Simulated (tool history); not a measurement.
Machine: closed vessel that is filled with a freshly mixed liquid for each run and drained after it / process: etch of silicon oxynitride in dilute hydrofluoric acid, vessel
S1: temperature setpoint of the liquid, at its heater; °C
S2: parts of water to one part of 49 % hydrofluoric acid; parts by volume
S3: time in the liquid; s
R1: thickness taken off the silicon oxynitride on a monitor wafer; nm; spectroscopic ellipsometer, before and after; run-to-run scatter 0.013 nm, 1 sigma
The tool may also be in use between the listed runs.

Run 1, hour 0.0: S1 22.0 °C, S2 250 parts by volume, S3 535 s. Result: R1 3.1980 nm.
Run 2, hour 3.1: S1 21.5 °C, S2 265 parts by volume, S3 535 s. Result: R1 2.9026 nm.
Run 3, hour 10.8: S1 21.5 °C, S2 265 parts by volume, S3 325 s. Result: R1 1.7850 nm.
Run 4, hour 13.5: S1 20.5 °C, S2 265 parts by volume, S3 325 s. Result: R1 1.6974 nm.
Run 5, hour 16.8: S1 20.0 °C, S2 265 parts by volume, S3 325 s. Result: R1 1.6353 nm.
Run 6, hour 19.0: S1 23.5 °C, S2 265 parts by volume, S3 325 s. Result: R1 1.9346 nm.
Run 7, hour 20.9: S1 22.5 °C, S2 265 parts by volume, S3 325 s. Result: R1 1.8413 nm.
Run 8, hour 29.2: S1 22.0 °C, S2 265 parts by volume, S3 325 s. Result: R1 1.8096 nm.
Run 9, hour 32.7: S1 21.5 °C, S2 265 parts by volume, S3 325 s. Result: R1 1.7647 nm.
Run 10, hour 41.5: S1 21.0 °C, S2 265 parts by volume, S3 325 s. Result: R1 1.7535 nm.
Run 11, hour 44.3: S1 20.5 °C, S2 265 parts by volume, S3 325 s. Result: R1 1.7092 nm.

Run 12 is up next; what results do you expect?
Run 12, hour 48.0: S1 19.5 °C, S2 265 parts by volume, S3 325 s. Result: R1 ?.

{"run 12": {"R1": 1.6269}}

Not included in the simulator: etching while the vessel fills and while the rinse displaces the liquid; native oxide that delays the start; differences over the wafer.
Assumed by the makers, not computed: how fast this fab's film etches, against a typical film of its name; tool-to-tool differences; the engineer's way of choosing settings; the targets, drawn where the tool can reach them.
